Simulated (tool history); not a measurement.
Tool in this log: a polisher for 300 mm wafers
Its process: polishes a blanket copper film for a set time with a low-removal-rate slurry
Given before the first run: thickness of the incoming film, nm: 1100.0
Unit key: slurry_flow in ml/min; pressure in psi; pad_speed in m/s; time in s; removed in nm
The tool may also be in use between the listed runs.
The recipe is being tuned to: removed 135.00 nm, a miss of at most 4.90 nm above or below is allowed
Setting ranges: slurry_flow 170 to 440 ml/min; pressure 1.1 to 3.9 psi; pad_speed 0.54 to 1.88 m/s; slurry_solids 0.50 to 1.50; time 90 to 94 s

| run | day | slurry_flow | pressure | pad_speed | slurry_solids | time | removed |
|---|---|---|---|---|---|---|---|
| 1 | 0.000 | 280 | 2.5 | 1.20 | 1.00 | 90 | 284.91 |
| 2 | 0.067 | 280 | 2.5 | 1.20 | 1.00 | 94 | 293.96 |
| 3 | 0.300 | 280 | 2.2 | 1.20 | 1.00 | 94 | 257.36 |
| 4 | 0.667 | 280 | 2.0 | 1.16 | 1.00 | 94 | 231.68 |
| 5 | 0.979 | 280 | 1.8 | 1.12 | 1.00 | 94 | 204.24 |
| 6 | 1.304 | 280 | 1.7 | 1.10 | 1.00 | 94 | 192.07 |
| 7 | 1.612 | 280 | 1.6 | 1.08 | 1.00 | 94 | 176.33 |
| 8 | 1.954 | 280 | 1.1 | 1.02 | 1.00 | 94 | 118.48 |
| 9 | 2.258 | 280 | 1.2 | 1.02 | 1.00 | 94 | 129.66 |
| 10 | 2.583 | 280 | 1.3 | 1.02 | 1.00 | 94 | 143.71 |

Exercise: of the 5 proposed moves below, exactly one satisfies all targets within the stated allowed misses. Which move is it?
| A | 2.908 | 285 | 1.2 | 0.96 | 1.00 | 94 | ? |
| B | 2.908 | 405 | 1.3 | 0.94 | 0.95 | 94 | ? |
| C | 2.908 | 300 | 1.6 | 0.80 | 0.90 | 94 | ? |
| D | 2.908 | 305 | 1.5 | 0.94 | 1.15 | 90 | ? |
| E | 2.908 | 315 | 1.2 | 0.96 | 0.90 | 90 | ? |

| move | removed |
|---|---|
| A | 123.63 |
| B | 134.25 |
| C | 143.36 |
| D | 148.20 |
| E | 117.64 |
A: takes the result that was furthest off past its target
B: every result lands within tolerance
C: no nearer and no further than the last run
D: the biggest miss grows against the last run
E: takes the result that was furthest off past its target
Go with B: it meets all targets.
